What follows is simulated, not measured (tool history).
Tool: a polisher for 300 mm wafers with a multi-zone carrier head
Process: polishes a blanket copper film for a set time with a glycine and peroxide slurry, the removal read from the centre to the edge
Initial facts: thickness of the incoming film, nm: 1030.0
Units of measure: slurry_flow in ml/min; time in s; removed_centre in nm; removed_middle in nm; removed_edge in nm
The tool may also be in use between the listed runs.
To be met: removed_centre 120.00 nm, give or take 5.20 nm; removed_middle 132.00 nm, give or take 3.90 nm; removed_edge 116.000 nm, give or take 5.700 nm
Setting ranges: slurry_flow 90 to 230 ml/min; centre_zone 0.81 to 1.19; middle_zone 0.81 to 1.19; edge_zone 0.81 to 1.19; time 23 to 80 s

| run | hour | slurry_flow | centre_zone | middle_zone | edge_zone | time | removed_centre | removed_middle | removed_edge |
|---|---|---|---|---|---|---|---|---|---|
| 1 | 0.0 | 150 | 1.00 | 1.00 | 1.00 | 51 | 185.58 | 193.05 | 186.860 |
| 2 | 7.9 | 150 | 0.99 | 1.00 | 0.96 | 46 | 168.79 | 177.02 | 166.290 |
| 3 | 14.1 | 150 | 0.99 | 1.00 | 0.92 | 46 | 166.47 | 175.98 | 161.780 |
| 4 | 14.6 | 150 | 0.93 | 1.00 | 0.92 | 46 | 155.97 | 173.50 | 162.310 |
| 5 | 19.4 | 150 | 0.93 | 1.00 | 0.89 | 42 | 141.96 | 158.87 | 143.090 |
| 6 | 23.8 | 145 | 0.93 | 0.99 | 0.87 | 40 | 137.38 | 150.51 | 139.510 |
| 7 | 28.2 | 150 | 0.93 | 0.99 | 0.86 | 38 | 126.68 | 143.29 | 129.950 |
| 8 | 30.6 | 150 | 0.94 | 0.99 | 0.85 | 37 | 128.57 | 139.26 | 130.740 |
| 9 | 32.4 | 140 | 0.97 | 1.09 | 0.81 | 30 | 107.82 | 119.39 | 98.859 |
| 10 | 35.9 | 155 | 0.97 | 1.08 | 0.83 | 30 | 106.92 | 119.63 | 103.620 |
| 11 | 44.8 | 155 | 0.98 | 1.08 | 0.84 | 31 | 113.45 | 123.50 | 102.110 |
| 12 | 48.5 | 155 | 0.98 | 1.08 | 0.84 | 31 | 111.12 | 126.82 | 105.700 |
| 13 | 56.1 | 160 | 0.99 | 1.07 | 0.85 | 31 | 112.85 | 123.68 | 105.600 |
| 14 | 60.5 | 185 | 0.98 | 1.09 | 0.94 | 34 | 129.27 | 140.70 | 126.800 |
| 15 | 68.3 | 185 | 0.98 | 1.09 | 0.94 | 34 | 130.54 | 144.44 | 121.490 |
| 16 | 74.6 | 175 | 0.98 | 1.08 | 0.93 | 34 | 123.99 | 140.99 | 123.050 |
| 17 | 81.1 | 180 | 1.01 | 1.06 | 0.90 | 31 | 120.20 | 127.00 | 110.110 |
| 18 | 82.2 | 180 | 1.00 | 1.06 | 0.91 | 31 | 119.39 | 127.35 | 112.940 |
| 19 | 88.1 | 180 | 0.99 | 1.07 | 0.91 | 31 | 117.81 | 127.78 | 113.020 |

Exercise: of the 5 proposed moves below, exactly one satisfies all targets within the stated allowed misses. Which move is it?
| A | 94.0 | 185 | 1.00 | 0.99 | 0.90 | 32 | ? | ? | ? |
| B | 94.0 | 160 | 1.01 | 0.97 | 0.96 | 32 | ? | ? | ? |
| C | 94.0 | 160 | 0.97 | 1.05 | 0.85 | 33 | ? | ? | ? |
| D | 94.0 | 175 | 1.07 | 1.12 | 0.90 | 30 | ? | ? | ? |
| E | 94.0 | 100 | 0.95 | 1.12 | 0.89 | 35 | ? | ? | ? |

| move | removed_centre | removed_middle | removed_edge |
|---|---|---|---|
| A | 121.99 | 126.16 | 116.350 |
| B | 119.65 | 121.12 | 117.650 |
| C | 118.52 | 132.21 | 114.620 |
| D | 121.23 | 128.01 | 108.160 |
| E | 107.11 | 130.00 | 113.840 |
A: misses by more than the last run did
B: misses by more than the last run did
C: every result lands within tolerance
D: misses by more than the last run did
E: meets the target for the result that was furthest off, but another lies outside its allowed miss
C meets every target.

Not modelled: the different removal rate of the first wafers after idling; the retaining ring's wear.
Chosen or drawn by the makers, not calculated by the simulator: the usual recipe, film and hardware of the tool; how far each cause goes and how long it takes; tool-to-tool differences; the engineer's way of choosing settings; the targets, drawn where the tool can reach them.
